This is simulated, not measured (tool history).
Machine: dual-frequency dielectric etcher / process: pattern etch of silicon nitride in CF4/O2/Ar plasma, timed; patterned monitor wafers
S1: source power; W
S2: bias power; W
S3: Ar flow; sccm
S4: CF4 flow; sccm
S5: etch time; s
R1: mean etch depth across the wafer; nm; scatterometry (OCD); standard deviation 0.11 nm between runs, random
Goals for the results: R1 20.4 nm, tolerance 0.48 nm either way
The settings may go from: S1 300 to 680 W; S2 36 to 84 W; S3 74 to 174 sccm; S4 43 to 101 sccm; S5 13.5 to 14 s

run,hour,S1,S2,S3,S4,S5,R1
1,0,490,60,124,72,13.5,25.236
2,5.8,490,60,124,72,13.5,25.299
3,11.9,490,60,124,72,14,25.899
4,18.7,490,60,124,72,13.5,24.988
5,26.6,460,60,124,72,13.5,23.882
6,27.5,430,60,124,72,13.5,22.412
7,35.9,420,60,124,72,13.5,22.169
8,40.5,410,60,124,72,13.5,21.606
9,46.1,400,60,124,72,13.5,21.181

Which single option among these 5 for the next run brings every result within its allowed miss of target? Just one does.
A,51.7,340,71,107,74,13.5,?
B,51.7,410,66,134,68,13.5,?
C,51.7,420,58,130,74,13.5,?
D,51.7,370,69,133,79,14,?
E,51.7,420,55,127,73,14,?

move,R1
A,20.283
B,21.987
C,21.456
D,21.989
E,21.655
A: hits every target within its allowed miss
B: lands further from the targets than the last run did
C: lands further from the targets than the last run did
D: lands further from the targets than the last run did
E: lands further from the targets than the last run did
Go with A: it meets all targets.
